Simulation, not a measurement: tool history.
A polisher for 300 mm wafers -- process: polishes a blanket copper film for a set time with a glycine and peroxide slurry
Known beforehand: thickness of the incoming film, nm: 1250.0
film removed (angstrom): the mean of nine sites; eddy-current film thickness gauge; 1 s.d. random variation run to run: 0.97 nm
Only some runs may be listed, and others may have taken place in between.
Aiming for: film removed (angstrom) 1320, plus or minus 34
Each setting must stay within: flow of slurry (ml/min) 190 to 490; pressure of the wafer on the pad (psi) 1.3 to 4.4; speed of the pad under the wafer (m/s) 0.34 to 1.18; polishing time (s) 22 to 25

| run | hour | flow of slurry (ml/min) | pressure of the wafer on the pad (psi) | speed of the pad under the wafer (m/s) | polishing time (s) | film removed (angstrom) |
|---|---|---|---|---|---|---|
| 1 | 0 | 315 | 2.8 | 0.76 | 25 | 975.97 |
| 2 | 4.3 | 315 | 2.8 | 0.86 | 25 | 1081.2 |
| 3 | 7.1 | 315 | 2.8 | 0.86 | 22 | 945.76 |
| 4 | 14.6 | 315 | 2.2 | 0.86 | 22 | 808.38 |
| 5 | 23.4 | 315 | 2.9 | 0.86 | 22 | 987.94 |
| 6 | 32.3 | 315 | 3.1 | 0.86 | 22 | 1023 |
| 7 | 36.9 | 315 | 3.3 | 0.86 | 22 | 1070.5 |
| 8 | 43.1 | 325 | 4.1 | 0.88 | 22 | 1269.4 |

Pick the move, out of 4, that brings all results within their allowed miss; only one does.
| A | 49.3 | 385 | 4.2 | 0.84 | 23 | ? |
| B | 49.3 | 360 | 3.9 | 0.88 | 22 | ? |
| C | 49.3 | 305 | 4.1 | 0.86 | 22 | ? |
| D | 49.3 | 295 | 4.4 | 0.76 | 23 | ? |

| move | film removed (angstrom) |
|---|---|
| A | 1322.1 |
| B | 1240.2 |
| C | 1244.5 |
| D | 1230.6 |
A: meets every target
B: lands further from the targets than the last run did
C: lands further from the targets than the last run did
D: lands further from the targets than the last run did
Go with A: it meets all targets.
